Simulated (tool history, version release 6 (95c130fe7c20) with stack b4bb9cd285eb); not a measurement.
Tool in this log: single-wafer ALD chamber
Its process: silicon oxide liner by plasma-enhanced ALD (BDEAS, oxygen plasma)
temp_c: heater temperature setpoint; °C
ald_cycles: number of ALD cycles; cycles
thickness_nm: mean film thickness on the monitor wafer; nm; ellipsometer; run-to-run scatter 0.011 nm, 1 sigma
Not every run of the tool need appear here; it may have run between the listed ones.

{"run": 1, "hour": 0.0, "temp_c": 320, "ald_cycles": 26, "thickness_nm": 2.5396}
{"run": 2, "hour": 0.6, "temp_c": 320, "ald_cycles": 24, "thickness_nm": 2.3408}
{"run": 3, "hour": 3.8, "temp_c": 319, "ald_cycles": 26, "thickness_nm": 2.5354}
{"run": 4, "hour": 9.0, "temp_c": 319, "ald_cycles": 23, "thickness_nm": 2.2534}
{"run": 5, "hour": 15.9, "temp_c": 318, "ald_cycles": 25, "thickness_nm": 2.4374}
{"run": 6, "hour": 20.0, "temp_c": 311, "ald_cycles": 25, "thickness_nm": 2.475}
{"run": 7, "hour": 25.9, "temp_c": 310, "ald_cycles": 26, "thickness_nm": 2.5649}
{"run": 8, "hour": 33.5, "temp_c": 310, "ald_cycles": 27, "thickness_nm": 2.6666}

Run 9 comes next. What will it give?
{"run": 9, "hour": 37.6, "temp_c": 310, "ald_cycles": 28, "thickness_nm": "?"}

{"run 9": {"thickness_nm": 2.7679}}
